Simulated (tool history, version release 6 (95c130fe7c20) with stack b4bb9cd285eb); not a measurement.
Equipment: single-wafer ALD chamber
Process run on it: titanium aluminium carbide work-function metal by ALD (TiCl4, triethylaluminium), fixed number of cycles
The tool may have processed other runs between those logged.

run,hour,heater temperature setpoint (°C),triethylaluminium pulse time (s),mean film thickness on the monitor wafer (angstrom)
1,0.0,285,7.19,19.912
2,1.1,285,8.23,20.548
3,4.7,285,7.07,19.932
4,13.7,285,8.97,20.917
5,18.3,295,8.97,22.005
6,25.0,295,8.99,22.018

Run 7, settings as shown, results not yet in. Your forecast:
7,29.6,295,9.01,?

Run 7 came out at mean film thickness on the monitor wafer (angstrom) 22.020.

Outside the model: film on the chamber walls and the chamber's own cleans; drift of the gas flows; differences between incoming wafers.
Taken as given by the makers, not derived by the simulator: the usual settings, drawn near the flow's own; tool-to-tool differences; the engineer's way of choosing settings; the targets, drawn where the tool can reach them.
